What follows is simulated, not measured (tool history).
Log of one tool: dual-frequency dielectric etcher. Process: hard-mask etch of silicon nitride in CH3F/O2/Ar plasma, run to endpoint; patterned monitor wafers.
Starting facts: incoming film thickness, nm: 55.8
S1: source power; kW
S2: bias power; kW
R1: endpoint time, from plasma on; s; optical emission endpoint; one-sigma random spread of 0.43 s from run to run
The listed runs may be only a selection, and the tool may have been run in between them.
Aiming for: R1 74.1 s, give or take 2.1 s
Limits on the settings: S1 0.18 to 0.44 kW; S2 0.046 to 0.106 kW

Run 1, hour 0: S1 0.31 kW, S2 0.076 kW. Result: R1 95.948 s.
Run 2, hour 6.3: S1 0.33 kW, S2 0.079 kW. Result: R1 90.986 s.
Run 3, hour 12.2: S1 0.33 kW, S2 0.072 kW. Result: R1 95.757 s.
Run 4, hour 16.9: S1 0.33 kW, S2 0.06 kW. Result: R1 102.31 s.
Run 5, hour 23: S1 0.35 kW, S2 0.064 kW. Result: R1 97.332 s.
At hour 28.6: wet clean of the chamber.
Run 6, hour 28.6: S1 0.36 kW, S2 0.068 kW. Result: R1 90.45 s.
Run 7, hour 29.4: S1 0.37 kW, S2 0.069 kW. Result: R1 88.66 s.
Run 8, hour 33.7: S1 0.38 kW, S2 0.07 kW. Result: R1 87.615 s.
Run 9, hour 39.6: S1 0.39 kW, S2 0.071 kW. Result: R1 84.997 s.
Run 10, hour 46.8: S1 0.4 kW, S2 0.072 kW. Result: R1 84.371 s.

Of the 5 settings listed for the next run, only one would bring every result within its allowed miss of target. Which one?
Run A, hour 54: S1 0.44 kW, S2 0.087 kW. Result: R1 ?.
Run B, hour 54: S1 0.42 kW, S2 0.075 kW. Result: R1 ?.
Run C, hour 54: S1 0.44 kW, S2 0.072 kW. Result: R1 ?.
Run D, hour 54: S1 0.38 kW, S2 0.085 kW. Result: R1 ?.
Run E, hour 54: S1 0.41 kW, S2 0.071 kW. Result: R1 ?.

move      R1
   A  75.591
   B  82.271
   C   82.15
   D  81.155
   E  85.145
A: all results in spec
B: closes in on the targets versus the last run, not all within tolerance yet
C: closes in on the targets versus the last run, not all within tolerance yet
D: closes in on the targets versus the last run, not all within tolerance yet
E: its largest miss is bigger than the last run's
Correct choice: A, which meets every target
